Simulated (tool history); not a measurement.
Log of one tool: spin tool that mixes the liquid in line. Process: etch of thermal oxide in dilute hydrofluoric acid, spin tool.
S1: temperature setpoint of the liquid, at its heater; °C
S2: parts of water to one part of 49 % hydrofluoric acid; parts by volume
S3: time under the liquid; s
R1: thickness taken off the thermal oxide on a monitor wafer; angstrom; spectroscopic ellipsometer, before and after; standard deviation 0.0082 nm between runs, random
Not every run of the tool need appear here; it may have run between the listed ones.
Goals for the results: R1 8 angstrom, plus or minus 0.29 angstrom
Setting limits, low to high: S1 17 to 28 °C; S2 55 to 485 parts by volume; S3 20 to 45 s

run	hour	S1	S2	S3	R1
1	0	20	270	45	5.5858
2	5.7	23	270	45	6.3375
3	11.5	21.5	270	45	6.122
4	20	23	270	45	6.3851
5	20.9	20.5	270	45	5.7708
6	25	23	270	45	6.3222
7	33.2	24	265	45	6.7874
8	37.2	25	265	45	6.9916
9	43	25.5	265	45	7.0823
10	48.8	26	260	45	7.5932
11	55.2	26.5	260	45	7.4801
12	59.1	27	260	45	7.5796

Exercise: of the 4 proposed moves below, exactly one satisfies all targets within the stated allowed misses. Which move is it?
A	63	26	270	45	?
B	63	21.5	240	45	?
C	63	22	215	45	?
D	63	28	280	45	?

move	R1
A	7.017
B	6.9262
C	8.075
D	7.1659
A: further off than the last run
B: further off than the last run
C: in spec on every target
D: further off than the last run
Move C is the one to make.
